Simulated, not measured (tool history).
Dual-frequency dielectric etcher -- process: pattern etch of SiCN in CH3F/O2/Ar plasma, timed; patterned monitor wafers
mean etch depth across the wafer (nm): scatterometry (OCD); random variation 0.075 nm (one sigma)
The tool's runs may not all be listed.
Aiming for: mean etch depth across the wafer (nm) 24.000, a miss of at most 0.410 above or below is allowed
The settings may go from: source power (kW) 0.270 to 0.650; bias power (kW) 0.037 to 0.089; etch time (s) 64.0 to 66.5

run,hour,source power (kW),bias power (kW),etch time (s),mean etch depth across the wafer (nm)
1,0.0,0.460,0.063,64.0,25.743
2,6.3,0.500,0.063,64.0,26.845
3,14.1,0.500,0.063,66.5,27.619
4,18.3,0.500,0.070,66.5,28.959
5,24.6,0.450,0.069,66.5,27.469
6,32.0,0.420,0.068,66.5,26.576
7,36.4,0.320,0.066,66.5,23.007
8,41.5,0.320,0.066,66.5,22.923
9,46.3,0.330,0.066,66.5,23.339

Which of these 4 next moves meets every target?
A,51.1,0.350,0.061,65.5,?
B,51.1,0.320,0.071,65.0,?
C,51.1,0.340,0.066,65.0,?
D,51.1,0.350,0.071,64.5,?

move,mean etch depth across the wafer (nm)
A,22.860
B,23.095
C,23.090
D,23.930
A: lands further from the targets than the last run did
B: lands further from the targets than the last run did
C: lands further from the targets than the last run did
D: meets every target
D is the move that brings every result within its allowed miss.

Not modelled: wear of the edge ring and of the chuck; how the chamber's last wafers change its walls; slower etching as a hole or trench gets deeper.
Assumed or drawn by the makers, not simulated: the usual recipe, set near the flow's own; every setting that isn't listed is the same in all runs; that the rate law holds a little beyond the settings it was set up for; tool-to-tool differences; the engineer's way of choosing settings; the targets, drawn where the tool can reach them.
